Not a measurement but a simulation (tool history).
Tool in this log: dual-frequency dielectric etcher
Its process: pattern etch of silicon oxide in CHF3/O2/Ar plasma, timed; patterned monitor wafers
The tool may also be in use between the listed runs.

run,day,source power (kW),bias power (kW),etch time (s),mean etch depth across the wafer (angstrom)
1,0.000,0.810,0.126,302.5,5973.0
2,0.308,0.690,0.126,302.5,5588.9
3,0.583,0.790,0.128,302.5,5928.2
4,0.896,0.860,0.130,302.5,6194.7
# day 0.996: bias power generator calibrated
5,0.996,0.900,0.131,302.5,6184.4
6,1.171,0.900,0.131,279.0,5724.6

Forecast run 7:
7,1.396,0.960,0.144,281.5,?

{"run 7": {"mean etch depth across the wafer (angstrom)": 6158.5}}
